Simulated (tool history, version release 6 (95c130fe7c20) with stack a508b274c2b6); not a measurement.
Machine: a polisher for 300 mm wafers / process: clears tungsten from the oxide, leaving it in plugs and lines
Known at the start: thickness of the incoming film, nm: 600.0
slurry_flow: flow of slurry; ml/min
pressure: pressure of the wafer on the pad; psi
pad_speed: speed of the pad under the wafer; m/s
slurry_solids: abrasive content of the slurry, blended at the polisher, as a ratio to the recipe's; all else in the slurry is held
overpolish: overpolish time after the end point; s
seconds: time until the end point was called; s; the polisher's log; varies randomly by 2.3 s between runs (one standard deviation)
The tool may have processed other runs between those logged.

Run 1, hour 0: slurry_flow 210 ml/min, pressure 3.8 psi, pad_speed 0.86 m/s, slurry_solids 1, overpolish 28 s. Result: seconds 229.76 s.
Run 2, hour 6.9: slurry_flow 210 ml/min, pressure 3.4 psi, pad_speed 0.86 m/s, slurry_solids 1, overpolish 28 s. Result: seconds 254.41 s.
Run 3, hour 9.7: slurry_flow 210 ml/min, pressure 3.4 psi, pad_speed 0.7 m/s, slurry_solids 1, overpolish 28 s. Result: seconds 308.03 s.
Run 4, hour 13.2: slurry_flow 210 ml/min, pressure 3.8 psi, pad_speed 0.74 m/s, slurry_solids 1, overpolish 28 s. Result: seconds 272.51 s.
Run 5, hour 16.8: slurry_flow 210 ml/min, pressure 4.1 psi, pad_speed 0.78 m/s, slurry_solids 1, overpolish 28 s. Result: seconds 236.09 s.
Run 6, hour 23.8: slurry_flow 210 ml/min, pressure 4.1 psi, pad_speed 0.78 m/s, slurry_solids 0.85, overpolish 28 s. Result: seconds 243.59 s.
Run 7, hour 26.6: slurry_flow 215 ml/min, pressure 5.1 psi, pad_speed 0.94 m/s, slurry_solids 0.9, overpolish 28 s. Result: seconds 179.52 s.
Run 8, hour 32.2: slurry_flow 215 ml/min, pressure 5.2 psi, pad_speed 0.98 m/s, slurry_solids 0.9, overpolish 28 s. Result: seconds 166.32 s.
Run 9, hour 33.1: slurry_flow 215 ml/min, pressure 5.9 psi, pad_speed 1.04 m/s, slurry_solids 0.9, overpolish 28 s. Result: seconds 141.27 s.

For run 10, what comes out?
Run 10, hour 39.2: slurry_flow 215 ml/min, pressure 5.9 psi, pad_speed 1.06 m/s, slurry_solids 0.9, overpolish 28 s. Result: seconds ?.

Logged for run 10: seconds 140.51 s.
